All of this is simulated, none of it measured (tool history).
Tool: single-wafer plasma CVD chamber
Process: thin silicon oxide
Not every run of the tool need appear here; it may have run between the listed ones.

run	hour	heater temperature setpoint (°C)	chamber pressure (Torr)	RF power (W)	deposition time (s)	mean film thickness on the monitor wafer (Å)
1	0	405	0.597	250	6.81	94.61
2	1.7	405	0.597	250	6.81	93.955
3	10.2	405	0.561	250	6.81	89.747
4	17.4	405	0.524	250	6.81	84.634
5	22.2	405	0.495	250	6.81	80.809
6	23.7	405	0.495	250	6.49	77.029
7	32.2	405	0.48	250	6.49	75.308

The next listed run, before its measurement:
8	41.1	405	0.468	250	6.49	?

mean film thickness on the monitor wafer (Å): 74.392
